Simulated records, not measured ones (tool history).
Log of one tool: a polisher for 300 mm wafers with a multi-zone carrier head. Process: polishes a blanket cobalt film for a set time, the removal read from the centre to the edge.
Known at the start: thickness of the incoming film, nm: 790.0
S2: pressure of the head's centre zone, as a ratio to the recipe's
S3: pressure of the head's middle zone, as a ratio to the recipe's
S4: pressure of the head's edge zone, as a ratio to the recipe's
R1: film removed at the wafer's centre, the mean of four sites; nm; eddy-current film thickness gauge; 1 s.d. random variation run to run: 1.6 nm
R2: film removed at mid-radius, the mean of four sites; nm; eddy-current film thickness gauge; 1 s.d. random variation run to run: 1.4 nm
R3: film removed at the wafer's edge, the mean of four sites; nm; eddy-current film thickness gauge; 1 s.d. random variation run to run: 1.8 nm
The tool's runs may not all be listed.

run 1 hour=0.0 | flow_of_slurry_(ml/min)=300 S2=1.00 S3=1.00 S4=1.00 polishing_time_(s)=53 | R1=169.50 R2=164.21 R3=168.57
run 2 hour=1.5 | flow_of_slurry_(ml/min)=300 S2=1.00 S3=1.00 S4=1.05 polishing_time_(s)=53 | R1=170.01 R2=168.31 R3=177.91
run 3 hour=10.4 | flow_of_slurry_(ml/min)=315 S2=1.04 S3=1.01 S4=1.02 polishing_time_(s)=53 | R1=180.91 R2=168.21 R3=173.73
run 4 hour=14.3 | flow_of_slurry_(ml/min)=315 S2=1.08 S3=1.01 S4=1.02 polishing_time_(s)=53 | R1=184.44 R2=171.57 R3=171.20
run 5 hour=20.9 | flow_of_slurry_(ml/min)=315 S2=1.16 S3=1.01 S4=1.02 polishing_time_(s)=53 | R1=200.22 R2=169.29 R3=172.53
run 6 hour=28.7 | flow_of_slurry_(ml/min)=315 S2=1.16 S3=1.01 S4=1.02 polishing_time_(s)=47 | R1=176.28 R2=151.08 R3=156.00
run 7 hour=36.6 | flow_of_slurry_(ml/min)=335 S2=1.17 S3=1.02 S4=1.01 polishing_time_(s)=48 | R1=180.02 R2=157.65 R3=155.12
run 8 hour=42.6 | flow_of_slurry_(ml/min)=340 S2=1.18 S3=1.02 S4=1.00 polishing_time_(s)=49 | R1=188.14 R2=159.13 R3=159.19

The next listed run, before its measurement:
run 9 hour=49.1 | flow_of_slurry_(ml/min)=345 S2=1.18 S3=1.03 S4=0.99 polishing_time_(s)=50 | R1=? R2=? R3=?

R1: 192.50 nm
R2: 164.15 nm
R3: 161.15 nm
